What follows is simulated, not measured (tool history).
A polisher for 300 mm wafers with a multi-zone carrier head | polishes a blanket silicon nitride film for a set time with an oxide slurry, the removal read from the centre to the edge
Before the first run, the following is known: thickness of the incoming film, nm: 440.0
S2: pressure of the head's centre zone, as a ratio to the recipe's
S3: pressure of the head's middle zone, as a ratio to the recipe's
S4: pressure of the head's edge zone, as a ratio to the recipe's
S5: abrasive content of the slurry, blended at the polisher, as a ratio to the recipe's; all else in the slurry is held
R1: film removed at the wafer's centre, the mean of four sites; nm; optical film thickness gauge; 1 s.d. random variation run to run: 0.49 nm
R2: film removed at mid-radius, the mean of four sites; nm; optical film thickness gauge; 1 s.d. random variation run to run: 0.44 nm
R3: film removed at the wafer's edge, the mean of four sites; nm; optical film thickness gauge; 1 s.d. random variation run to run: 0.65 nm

run 1 hour=0.0 | flow_of_slurry_(ml/min)=175 S2=1.00 S3=1.00 S4=1.00 S5=1.00 polishing_time_(s)=45 | R1=42.602 R2=38.762 R3=39.146
run 2 hour=8.4 | flow_of_slurry_(ml/min)=175 S2=1.00 S3=1.00 S4=1.00 S5=0.90 polishing_time_(s)=45 | R1=40.050 R2=36.374 R3=37.781
run 3 hour=15.4 | flow_of_slurry_(ml/min)=175 S2=1.05 S3=1.00 S4=1.00 S5=0.90 polishing_time_(s)=45 | R1=41.926 R2=36.301 R3=35.645
run 4 hour=16.8 | flow_of_slurry_(ml/min)=145 S2=1.05 S3=1.00 S4=1.00 S5=0.90 polishing_time_(s)=45 | R1=39.769 R2=35.477 R3=36.334
-- hour=23.1 centre zone pressure recalibrated
run 5 hour=23.1 | flow_of_slurry_(ml/min)=145 S2=1.12 S3=1.00 S4=1.00 S5=0.90 polishing_time_(s)=45 | R1=38.183 R2=34.953 R3=35.317
run 6 hour=30.1 | flow_of_slurry_(ml/min)=175 S2=1.08 S3=0.99 S4=1.04 S5=1.00 polishing_time_(s)=45 | R1=42.163 R2=38.761 R3=40.855
run 7 hour=36.8 | flow_of_slurry_(ml/min)=200 S2=1.08 S3=0.96 S4=1.03 S5=1.10 polishing_time_(s)=46 | R1=45.485 R2=41.489 R3=44.276

Forecast run 8:
run 8 hour=40.8 | flow_of_slurry_(ml/min)=220 S2=1.09 S3=0.93 S4=1.00 S5=1.15 polishing_time_(s)=47 | R1=? R2=? R3=?

{"run 8": {"R1": 49.539, "R2": 44.401, "R3": 46.215}}
